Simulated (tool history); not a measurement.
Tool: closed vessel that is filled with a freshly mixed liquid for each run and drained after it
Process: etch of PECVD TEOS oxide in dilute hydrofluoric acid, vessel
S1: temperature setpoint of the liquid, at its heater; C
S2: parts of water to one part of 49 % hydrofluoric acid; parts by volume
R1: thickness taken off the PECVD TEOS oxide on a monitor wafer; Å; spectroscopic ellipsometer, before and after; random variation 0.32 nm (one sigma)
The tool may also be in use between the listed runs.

run 1 hour=0 | S1=21 S2=240 time_in_the_liquid_(s)=630 | R1=255.77
run 2 hour=4.2 | S1=21 S2=325 time_in_the_liquid_(s)=630 | R1=175.15
run 3 hour=6 | S1=21 S2=240 time_in_the_liquid_(s)=630 | R1=255.84
run 4 hour=8.9 | S1=24 S2=240 time_in_the_liquid_(s)=630 | R1=288.92
run 5 hour=17.1 | S1=24 S2=240 time_in_the_liquid_(s)=500 | R1=227.22
run 6 hour=23.7 | S1=24 S2=240 time_in_the_liquid_(s)=500 | R1=228.68
run 7 hour=32.3 | S1=25.5 S2=185 time_in_the_liquid_(s)=500 | R1=329.95
run 8 hour=37.6 | S1=29 S2=115 time_in_the_liquid_(s)=500 | R1=658.08

Run 9 comes next. What will it give?
run 9 hour=45.6 | S1=27.5 S2=115 time_in_the_liquid_(s)=500 | R1=?

Run 9 gave R1 625.87 Å.

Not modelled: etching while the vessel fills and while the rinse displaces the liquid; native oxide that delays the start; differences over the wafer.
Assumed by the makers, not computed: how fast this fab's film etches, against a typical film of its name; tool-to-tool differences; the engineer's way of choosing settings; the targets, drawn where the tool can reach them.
